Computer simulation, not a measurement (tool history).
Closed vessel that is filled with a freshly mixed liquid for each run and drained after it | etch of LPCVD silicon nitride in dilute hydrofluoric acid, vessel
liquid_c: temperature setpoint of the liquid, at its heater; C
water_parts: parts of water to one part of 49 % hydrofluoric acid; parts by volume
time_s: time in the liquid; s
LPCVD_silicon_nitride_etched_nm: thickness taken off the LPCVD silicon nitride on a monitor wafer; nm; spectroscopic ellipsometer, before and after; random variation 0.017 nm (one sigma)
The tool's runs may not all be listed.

run  hour  liquid_c  water_parts  time_s  LPCVD_silicon_nitride_etched_nm
  1     0        26          165     905                           3.1132
  2   2.8      27.5          165     905                           3.4451
  3   5.3        28          165     905                           3.5308
  4  10.3      28.5          165     905                           3.6192
  5    18      28.5          190     905                            3.151
  6  19.5        29          190     905                           3.2595

Run 7 comes next. What will it give?
  7  24.4      29.5          190     905                                ?

{"run 7": {"LPCVD_silicon_nitride_etched_nm": 3.3535}}
